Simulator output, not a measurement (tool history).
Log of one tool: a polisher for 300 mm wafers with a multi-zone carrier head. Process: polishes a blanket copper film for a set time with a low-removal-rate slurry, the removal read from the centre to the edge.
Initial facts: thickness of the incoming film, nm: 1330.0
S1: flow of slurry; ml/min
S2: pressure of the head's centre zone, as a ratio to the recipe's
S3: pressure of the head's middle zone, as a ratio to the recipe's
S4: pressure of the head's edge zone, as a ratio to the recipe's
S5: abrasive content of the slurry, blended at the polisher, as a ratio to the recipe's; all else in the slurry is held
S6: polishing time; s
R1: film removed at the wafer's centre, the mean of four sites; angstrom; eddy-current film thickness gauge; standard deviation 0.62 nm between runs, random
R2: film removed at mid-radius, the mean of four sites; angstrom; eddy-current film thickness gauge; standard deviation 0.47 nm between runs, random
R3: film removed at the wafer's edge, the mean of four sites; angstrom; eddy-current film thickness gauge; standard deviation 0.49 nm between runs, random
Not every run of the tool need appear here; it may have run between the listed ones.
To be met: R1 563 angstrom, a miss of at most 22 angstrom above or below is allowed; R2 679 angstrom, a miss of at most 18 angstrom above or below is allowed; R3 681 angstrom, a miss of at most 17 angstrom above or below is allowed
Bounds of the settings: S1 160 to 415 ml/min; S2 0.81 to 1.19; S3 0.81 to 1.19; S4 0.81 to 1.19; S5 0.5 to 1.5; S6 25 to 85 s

run,hour,S1,S2,S3,S4,S5,S6,R1,R2,R3
1,0,265,1,1,1,1,55,1222.3,1211.5,1236.1
2,3.1,265,1,0.97,1,1,55,1229.2,1195.4,1232.6
3,11.6,265,1,0.97,0.96,1,55,1220.6,1189.9,1216
4,12.8,255,0.96,0.97,0.94,0.9,50,1034.1,1069.8,1064.4
5,14.5,255,0.96,0.91,0.94,0.9,50,1057.1,994.76,1060.4
6,18.5,240,0.93,0.92,0.95,0.8,46,892.5,888.57,946.2
7,26.3,230,0.9,0.93,0.94,0.75,44,796.72,837.68,875.88
8,32.7,165,0.81,0.94,0.87,0.5,38,531.1,620.54,628.44
9,34,180,0.81,0.95,0.89,0.5,38,540.39,636.77,648.39
10,34.7,190,0.81,0.96,0.9,0.5,38,552.25,651.9,658.41
11,40,195,0.81,0.97,0.91,0.5,38,548.69,655.8,660.46
12,46.4,200,0.81,0.97,0.92,0.5,38,535.77,660.73,667.77
13,54.2,230,0.85,0.98,0.93,0.55,38,603.78,697.74,700.95
14,60.3,220,0.84,0.98,0.93,0.55,38,600.02,689.95,704.96
15,65.6,210,0.84,0.98,0.93,0.55,38,588,689.12,690.76
16,67.9,205,0.84,0.98,0.93,0.55,38,591.05,688.5,696.95
17,75.3,200,0.84,0.98,0.93,0.55,38,578.54,675.1,689.71

4 candidate next runs follow, results not yet known. Just one meets every target within its allowed miss. Identify it.
A,82.7,160,0.81,0.95,0.95,0.7,38,?,?,?
B,82.7,210,0.88,0.98,0.95,0.55,37,?,?,?
C,82.7,165,0.89,0.91,0.95,0.5,41,?,?,?
D,82.7,170,0.84,1.02,0.98,0.55,38,?,?,?

move,R1,R2,R3
A,569.51,679.35,706.9
B,599.1,669.93,669.74
C,621.71,649.93,700.35
D,562.46,685.01,678.39
A: gets the furthest-off result to its target, but another result is out of tolerance
B: moves away from the targets compared with the last run
C: moves away from the targets compared with the last run
D: hits every target within its allowed miss
Correct choice: D, which meets every target
